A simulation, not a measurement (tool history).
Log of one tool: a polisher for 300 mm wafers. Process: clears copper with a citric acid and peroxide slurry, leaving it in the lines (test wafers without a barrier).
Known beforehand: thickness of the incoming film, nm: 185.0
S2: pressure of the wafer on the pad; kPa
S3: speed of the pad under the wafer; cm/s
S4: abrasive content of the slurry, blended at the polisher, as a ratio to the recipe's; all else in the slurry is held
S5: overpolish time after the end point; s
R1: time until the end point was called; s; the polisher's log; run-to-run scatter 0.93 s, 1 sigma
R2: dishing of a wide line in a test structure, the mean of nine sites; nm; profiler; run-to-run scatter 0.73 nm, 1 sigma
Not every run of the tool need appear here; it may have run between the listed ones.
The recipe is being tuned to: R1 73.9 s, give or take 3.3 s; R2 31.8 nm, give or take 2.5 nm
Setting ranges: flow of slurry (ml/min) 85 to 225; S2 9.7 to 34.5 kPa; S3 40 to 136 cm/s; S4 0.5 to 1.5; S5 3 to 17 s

{"run": 1, "hour": 0.0, "flow of slurry (ml/min)": 145, "S2": 22.1, "S3": 88, "S4": 1, "S5": 9, "R1": 104.95, "R2": 13.235}
{"run": 2, "hour": 3.1, "flow of slurry (ml/min)": 145, "S2": 22.8, "S3": 88, "S4": 1, "S5": 10, "R1": 102.5, "R2": 15.52}
{"run": 3, "hour": 4.6, "flow of slurry (ml/min)": 145, "S2": 23.4, "S3": 88, "S4": 1, "S5": 10, "R1": 101.7, "R2": 16.129}
{"run": 4, "hour": 13.4, "flow of slurry (ml/min)": 145, "S2": 24.1, "S3": 88, "S4": 1, "S5": 10, "R1": 98.871, "R2": 16.759}
{"run": 5, "hour": 18.0, "flow of slurry (ml/min)": 125, "S2": 24.1, "S3": 88, "S4": 1, "S5": 10, "R1": 102.6, "R2": 16.408}
{"run": 6, "hour": 23.3, "flow of slurry (ml/min)": 130, "S2": 24.8, "S3": 88, "S4": 1, "S5": 10, "R1": 95.244, "R2": 17.659}
{"run": 7, "hour": 31.4, "flow of slurry (ml/min)": 130, "S2": 25.5, "S3": 88, "S4": 1, "S5": 10, "R1": 96.032, "R2": 17.022}
{"run": 8, "hour": 35.4, "flow of slurry (ml/min)": 130, "S2": 26.2, "S3": 88, "S4": 1, "S5": 10, "R1": 93.16, "R2": 17.308}
{"run": 9, "hour": 42.0, "flow of slurry (ml/min)": 130, "S2": 26.2, "S3": 88, "S4": 1, "S5": 10, "R1": 92.98, "R2": 17.394}
{"run": 10, "hour": 49.6, "flow of slurry (ml/min)": 130, "S2": 26.9, "S3": 88, "S4": 1, "S5": 10, "R1": 89.46, "R2": 18.511}

Consider the 4 candidate settings below. Which is the only one whose results all fall within their allowed miss of target?
{"run": "A", "hour": 57.2, "flow of slurry (ml/min)": 130, "S2": 29.6, "S3": 86, "S4": 1, "S5": 17, "R1": "?", "R2": "?"}
{"run": "B", "hour": 57.2, "flow of slurry (ml/min)": 110, "S2": 28.3, "S3": 110, "S4": 0.9, "S5": 15, "R1": "?", "R2": "?"}
{"run": "C", "hour": 57.2, "flow of slurry (ml/min)": 125, "S2": 30.3, "S3": 94, "S4": 1.1, "S5": 13, "R1": "?", "R2": "?"}
{"run": "D", "hour": 57.2, "flow of slurry (ml/min)": 120, "S2": 30.3, "S3": 90, "S4": 0.9, "S5": 16, "R1": "?", "R2": "?"}

move=A R1=83.546 R2=30.495
move=B R1=73.349 R2=30.586
move=C R1=73.972 R2=26.677
move=D R1=81.476 R2=29.538
A: the furthest-off result lands on target, but another misses its tolerance
B: meets every target
C: better than the last run, though not everything is in spec
D: the furthest-off result lands on target, but another misses its tolerance
B meets every target.

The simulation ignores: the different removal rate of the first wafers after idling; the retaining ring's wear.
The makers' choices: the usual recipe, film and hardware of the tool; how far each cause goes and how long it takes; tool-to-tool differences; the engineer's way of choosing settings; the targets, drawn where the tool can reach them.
